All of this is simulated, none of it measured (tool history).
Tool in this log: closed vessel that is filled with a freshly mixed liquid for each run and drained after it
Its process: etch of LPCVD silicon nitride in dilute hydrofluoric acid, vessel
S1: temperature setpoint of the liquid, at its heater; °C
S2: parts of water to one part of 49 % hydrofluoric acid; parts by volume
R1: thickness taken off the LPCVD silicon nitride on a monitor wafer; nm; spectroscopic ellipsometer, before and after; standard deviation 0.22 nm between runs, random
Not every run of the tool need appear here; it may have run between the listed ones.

run 1 hour=0 | S1=20 S2=60 time_in_the_liquid_(s)=2840 | R1=21.29
run 2 hour=9.7 | S1=17.5 S2=60 time_in_the_liquid_(s)=2840 | R1=17.685
run 3 hour=14 | S1=17.5 S2=60 time_in_the_liquid_(s)=3050 | R1=18.942
run 4 hour=21.2 | S1=19.5 S2=60 time_in_the_liquid_(s)=3050 | R1=21.908
run 5 hour=27.3 | S1=21 S2=60 time_in_the_liquid_(s)=3050 | R1=24.478
run 6 hour=30.3 | S1=23 S2=60 time_in_the_liquid_(s)=3050 | R1=28.061
run 7 hour=40 | S1=24 S2=60 time_in_the_liquid_(s)=3050 | R1=29.823
run 8 hour=45.9 | S1=28 S2=45 time_in_the_liquid_(s)=3050 | R1=51.646

For run 9, what comes out?
run 9 hour=52 | S1=27 S2=45 time_in_the_liquid_(s)=3050 | R1=?

Run 9 came out at R1 47.826 nm.
